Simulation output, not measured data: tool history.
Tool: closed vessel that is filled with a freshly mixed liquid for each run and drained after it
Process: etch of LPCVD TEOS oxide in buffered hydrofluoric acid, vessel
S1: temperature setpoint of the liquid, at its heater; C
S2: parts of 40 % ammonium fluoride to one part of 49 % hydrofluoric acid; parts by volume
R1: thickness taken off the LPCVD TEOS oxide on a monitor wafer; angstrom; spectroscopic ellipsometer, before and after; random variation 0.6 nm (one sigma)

run 1 hour=0.0 | S1=20.0 S2=17.5 time_in_the_liquid_(s)=105 | R1=1152.40
run 2 hour=5.9 | S1=20.0 S2=17.5 time_in_the_liquid_(s)=105 | R1=1162.50
run 3 hour=11.3 | S1=20.0 S2=17.5 time_in_the_liquid_(s)=105 | R1=1145.10
run 4 hour=14.0 | S1=20.0 S2=17.5 time_in_the_liquid_(s)=105 | R1=1164.70
run 5 hour=15.6 | S1=20.0 S2=17.5 time_in_the_liquid_(s)=110 | R1=1213.80
run 6 hour=18.2 | S1=20.0 S2=17.5 time_in_the_liquid_(s)=105 | R1=1163.60
run 7 hour=22.8 | S1=19.0 S2=18.5 time_in_the_liquid_(s)=105 | R1=1028.00

Forecast run 8:
run 8 hour=24.4 | S1=18.5 S2=19.0 time_in_the_liquid_(s)=105 | R1=?

R1: 975.11 angstrom
